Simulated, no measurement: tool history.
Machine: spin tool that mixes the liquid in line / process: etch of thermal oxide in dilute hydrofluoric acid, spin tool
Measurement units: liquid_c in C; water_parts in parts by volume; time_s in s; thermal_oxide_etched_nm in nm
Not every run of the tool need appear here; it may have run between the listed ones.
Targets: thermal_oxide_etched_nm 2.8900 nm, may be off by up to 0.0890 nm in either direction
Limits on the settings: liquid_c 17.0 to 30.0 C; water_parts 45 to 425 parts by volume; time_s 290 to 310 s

run 1 day=0.000 | liquid_c=22.0 water_parts=235 time_s=290 | thermal_oxide_etched_nm=4.9247
run 2 day=0.129 | liquid_c=21.0 water_parts=255 time_s=290 | thermal_oxide_etched_nm=4.3340
run 3 day=0.500 | liquid_c=20.0 water_parts=270 time_s=290 | thermal_oxide_etched_nm=3.9057
run 4 day=0.812 | liquid_c=19.5 water_parts=280 time_s=290 | thermal_oxide_etched_nm=3.6820
run 5 day=0.842 | liquid_c=19.5 water_parts=230 time_s=290 | thermal_oxide_etched_nm=4.7323
run 6 day=0.888 | liquid_c=19.5 water_parts=230 time_s=310 | thermal_oxide_etched_nm=5.0020
run 7 day=0.942 | liquid_c=19.5 water_parts=230 time_s=310 | thermal_oxide_etched_nm=5.0006
run 8 day=1.250 | liquid_c=19.0 water_parts=255 time_s=310 | thermal_oxide_etched_nm=4.3250

Which one of the following 5 next-run settings gets every result inside its allowed miss? There is exactly one.
run A day=1.558 | liquid_c=19.0 water_parts=225 time_s=305 | thermal_oxide_etched_nm=?
run B day=1.558 | liquid_c=21.0 water_parts=350 time_s=290 | thermal_oxide_etched_nm=?
run C day=1.558 | liquid_c=19.0 water_parts=160 time_s=310 | thermal_oxide_etched_nm=?
run D day=1.558 | liquid_c=20.5 water_parts=155 time_s=290 | thermal_oxide_etched_nm=?
run E day=1.558 | liquid_c=20.5 water_parts=185 time_s=310 | thermal_oxide_etched_nm=?

move=A thermal_oxide_etched_nm=4.9760
move=B thermal_oxide_etched_nm=2.9241
move=C thermal_oxide_etched_nm=7.5740
move=D thermal_oxide_etched_nm=7.8028
move=E thermal_oxide_etched_nm=6.7761
A: further off than the last run
B: in spec on every target
C: further off than the last run
D: further off than the last run
E: further off than the last run
Correct choice: B, which meets every target
